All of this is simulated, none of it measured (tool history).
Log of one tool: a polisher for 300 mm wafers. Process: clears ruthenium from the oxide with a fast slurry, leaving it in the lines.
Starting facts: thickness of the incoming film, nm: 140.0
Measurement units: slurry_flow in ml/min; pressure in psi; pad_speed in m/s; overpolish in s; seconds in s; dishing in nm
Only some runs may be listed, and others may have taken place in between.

run 1 hour=0.0 | slurry_flow=270 pressure=2.0 pad_speed=1.10 slurry_solids=1.0 overpolish=10 | seconds=50.928 dishing=22.837
run 2 hour=8.9 | slurry_flow=270 pressure=2.0 pad_speed=1.10 slurry_solids=1.0 overpolish=6 | seconds=51.810 dishing=13.705
run 3 hour=10.7 | slurry_flow=270 pressure=2.0 pad_speed=1.10 slurry_solids=1.0 overpolish=3 | seconds=52.574 dishing=6.818
run 4 hour=17.6 | slurry_flow=270 pressure=2.1 pad_speed=1.14 slurry_solids=1.0 overpolish=4 | seconds=49.028 dishing=10.191
run 5 hour=22.4 | slurry_flow=270 pressure=2.1 pad_speed=1.14 slurry_solids=1.1 overpolish=4 | seconds=46.260 dishing=10.373
run 6 hour=24.5 | slurry_flow=270 pressure=2.2 pad_speed=1.14 slurry_solids=1.1 overpolish=5 | seconds=44.548 dishing=12.944

Run 7 has not been measured yet. What should we expect?
run 7 hour=25.4 | slurry_flow=270 pressure=2.3 pad_speed=1.14 slurry_solids=1.1 overpolish=6 | seconds=? dishing=?

{"run 7": {"seconds": 42.38, "dishing": 16.698}}
